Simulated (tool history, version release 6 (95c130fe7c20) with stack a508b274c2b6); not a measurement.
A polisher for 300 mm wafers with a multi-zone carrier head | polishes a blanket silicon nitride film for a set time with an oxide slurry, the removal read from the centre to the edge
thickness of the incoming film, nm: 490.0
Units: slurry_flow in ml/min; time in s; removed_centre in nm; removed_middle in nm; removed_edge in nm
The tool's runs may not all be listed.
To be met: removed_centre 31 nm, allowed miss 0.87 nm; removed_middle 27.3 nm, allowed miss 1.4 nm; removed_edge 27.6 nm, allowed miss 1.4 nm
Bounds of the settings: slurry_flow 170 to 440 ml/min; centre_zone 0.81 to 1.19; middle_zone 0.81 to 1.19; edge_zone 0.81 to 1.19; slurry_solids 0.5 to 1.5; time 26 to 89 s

run   hour  slurry_flow  centre_zone  middle_zone  edge_zone  slurry_solids  time  removed_centre  removed_middle  removed_edge
  1      0          280            1            1          1              1    57          39.411          36.868        37.602
  2    8.2          285            1         0.98       0.96           0.85    57          34.763           33.45        33.767
  3   16.3          285         1.02         0.96       0.92            0.8    56          32.784           30.29        30.804
  4   17.7          280         1.03         0.95       0.89            0.8    56          33.215          29.233        29.727
  5   20.2          275         1.02         0.94       0.87            0.8    56           32.84          29.854        29.559
  6   22.7          275         0.97         0.94       0.87            0.8    56          31.444          29.702        29.649
  7   31.7          275         0.98         0.93       0.85            0.8    56          32.128          30.501        29.548
        35  -- worn pad replaced by a new one
  8     35          270         0.99         0.91       0.84            0.8    56          35.323          32.788        32.245
  9   38.7          280         1.01         0.93       0.86            0.8    56          36.527          32.846        32.778
 10   44.2          260         1.02         0.94       0.87            0.8    56          36.002          33.523        32.379
 11   50.8          280         1.02         0.94       0.86            0.8    56          36.667           33.95        33.464
 12   59.2          260            1         0.91       0.86            0.8    56          36.153          33.144        32.664
 13   64.2          290         1.01         0.92       0.85            0.8    56          36.649          33.416        32.731
 14   70.3          270         1.03         0.94       0.87            0.8    56          37.231          33.235        33.706
 15   73.3          310         1.03         0.94       0.88            0.8    56          37.608          33.752        33.594
 16   74.4          280         1.04         0.95       0.88            0.8    56          37.951          34.444        32.702
 17   77.9          300         1.04         0.95       0.88           0.75    55          34.895          31.534        30.866
 18   84.1          285         1.02         0.89       0.83            0.6    54          25.649          22.517        21.921
 19   91.3          285         1.03          0.9       0.84           0.65    54          29.286          25.185        25.628
 20   97.5          290         1.03          0.9       0.84           0.65    54          29.263          25.662        25.444
 21  100.3          305         1.03          0.9       0.84           0.65    54          29.331          25.537        25.614
 22  107.2          305         1.03          0.9       0.84           0.65    54          29.293          26.098        25.436
 23    110          320         1.03         0.89       0.85           0.65    54          29.425          25.596        26.258
 24  112.9          335         1.03          0.9       0.85           0.65    54          29.047          25.403        25.963
 25  113.8          350         1.04         0.91       0.85           0.65    54          29.958          25.995        25.636

5 next moves are on the table. One of them brings every result within its allowed miss. Which?
  A  114.7          380         1.05         0.91       0.85            0.6    56               ?               ?             ?
  B  114.7          345         1.11         0.86       0.89           0.65    53               ?               ?             ?
  C  114.7          380         1.08         0.81       0.97            0.7    48               ?               ?             ?
  D  114.7          415         1.05         0.93       0.92           0.65    54               ?               ?             ?
  E  114.7          230         0.96         0.85       0.96            0.8    47               ?               ?             ?

move  removed_centre  removed_middle  removed_edge
   A           28.35          24.751        24.547
   B          31.097          24.811        26.169
   C          30.128          23.706        27.037
   D          30.563          27.056        27.364
   E          28.308          25.873        28.792
A: further off than the last run
B: further off than the last run
C: brings the result that was furthest off to its target, and leaves another outside
D: meets every target
E: brings the result that was furthest off to its target, and leaves another outside
The right move is D.
